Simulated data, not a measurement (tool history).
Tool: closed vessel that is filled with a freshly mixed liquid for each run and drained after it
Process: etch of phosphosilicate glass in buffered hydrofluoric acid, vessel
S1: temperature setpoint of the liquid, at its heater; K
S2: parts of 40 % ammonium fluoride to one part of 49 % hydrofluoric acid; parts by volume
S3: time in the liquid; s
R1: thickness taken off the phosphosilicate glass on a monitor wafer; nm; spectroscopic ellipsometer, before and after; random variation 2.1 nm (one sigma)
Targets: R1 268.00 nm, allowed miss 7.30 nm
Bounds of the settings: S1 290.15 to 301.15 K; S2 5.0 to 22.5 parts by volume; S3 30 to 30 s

run	day	S1	S2	S3	R1
1	0.000	293.15	13.5	30	102.99
2	0.267	295.65	11.5	30	136.51
3	0.462	295.65	11.5	30	136.57
4	0.533	295.65	13.5	30	116.79
5	0.629	295.65	12.0	30	132.34
6	0.688	295.65	12.0	30	134.14
7	0.892	295.65	12.0	30	133.00
8	1.204	297.15	10.5	30	161.91
9	1.429	298.15	9.5	30	188.63
10	1.804	299.15	9.0	30	203.49
11	1.917	299.65	8.5	30	223.71
12	2.217	300.15	8.0	30	247.91
13	2.412	300.65	8.0	30	253.97
14	2.579	301.15	8.0	30	257.79
15	2.783	301.15	7.5	30	279.96

5 next moves are on the table. One of them brings every result within its allowed miss. Which?
A	2.988	300.65	7.5	30	?
B	2.988	299.65	6.5	30	?
C	2.988	300.15	7.0	30	?
D	2.988	301.15	7.0	30	?
E	2.988	299.65	7.5	30	?

move	R1
A	269.19
B	293.15
C	282.35
D	297.78
E	255.19
A: meets every target
B: further off than the last run
C: further off than the last run
D: further off than the last run
E: takes the result that was furthest off past its target
Move A is the one to make.

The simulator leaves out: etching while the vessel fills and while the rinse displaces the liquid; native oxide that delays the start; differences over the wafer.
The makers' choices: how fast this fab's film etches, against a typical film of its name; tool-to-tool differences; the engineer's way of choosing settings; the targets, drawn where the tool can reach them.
